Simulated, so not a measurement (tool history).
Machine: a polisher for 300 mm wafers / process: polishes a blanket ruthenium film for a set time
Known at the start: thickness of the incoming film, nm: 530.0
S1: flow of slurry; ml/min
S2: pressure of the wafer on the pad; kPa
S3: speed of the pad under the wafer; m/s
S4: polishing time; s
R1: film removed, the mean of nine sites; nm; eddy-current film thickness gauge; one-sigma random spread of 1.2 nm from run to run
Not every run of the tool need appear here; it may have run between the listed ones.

| run | day | S1 | S2 | S3 | S4 | R1 |
|---|---|---|---|---|---|---|
| 1 | 0 | 250 | 12.4 | 1.02 | 53 | 64.367 |
| 2 | 0.258 | 225 | 12.4 | 1.02 | 53 | 61.414 |
| 3 | 0.325 | 260 | 14.5 | 1.02 | 53 | 74.339 |
| 4 | 0.588 | 275 | 15.9 | 1.02 | 53 | 79.774 |
| 5 | 0.638 | 275 | 15.9 | 1.26 | 53 | 100.08 |
| 6 | 0.7 | 275 | 15.9 | 1.26 | 47 | 87.874 |
| 7 | 0.908 | 275 | 17.2 | 1.26 | 47 | 94.887 |

Expected results for the next run?
| 8 | 1.167 | 290 | 17.9 | 1.26 | 47 | ? |

R1: 98.745 nm

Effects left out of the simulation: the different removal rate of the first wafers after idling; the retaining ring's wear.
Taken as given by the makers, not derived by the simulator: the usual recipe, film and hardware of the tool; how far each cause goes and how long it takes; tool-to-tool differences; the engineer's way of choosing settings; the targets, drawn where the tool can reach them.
